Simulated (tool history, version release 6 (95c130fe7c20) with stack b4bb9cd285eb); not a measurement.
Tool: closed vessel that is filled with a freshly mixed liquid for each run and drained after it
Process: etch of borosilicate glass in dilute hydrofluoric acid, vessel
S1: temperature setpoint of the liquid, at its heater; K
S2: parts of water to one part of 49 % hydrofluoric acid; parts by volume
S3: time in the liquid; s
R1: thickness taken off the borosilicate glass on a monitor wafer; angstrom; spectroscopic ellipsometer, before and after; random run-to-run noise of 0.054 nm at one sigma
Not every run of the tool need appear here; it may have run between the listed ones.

| run | hour | S1 | S2 | S3 | R1 |
|---|---|---|---|---|---|
| 1 | 0.0 | 296.15 | 270 | 95 | 107.060 |
| 2 | 4.2 | 295.15 | 280 | 95 | 96.800 |
| 3 | 7.6 | 294.65 | 290 | 95 | 92.167 |
| 4 | 10.5 | 294.65 | 225 | 95 | 127.400 |
| 5 | 17.3 | 294.15 | 245 | 95 | 113.790 |
| 6 | 18.3 | 294.15 | 245 | 100 | 117.750 |
| 7 | 24.8 | 293.65 | 260 | 100 | 108.080 |
| 8 | 29.7 | 293.15 | 275 | 100 | 98.835 |
| 9 | 31.5 | 292.65 | 285 | 100 | 93.197 |
| 10 | 35.7 | 292.15 | 295 | 100 | 88.192 |

Run 11 comes next. What will it give?
|  | 36.2 | thermometer replaced |
| 11 | 36.2 | 291.65 | 305 | 100 | ? |

R1: 76.910 angstrom
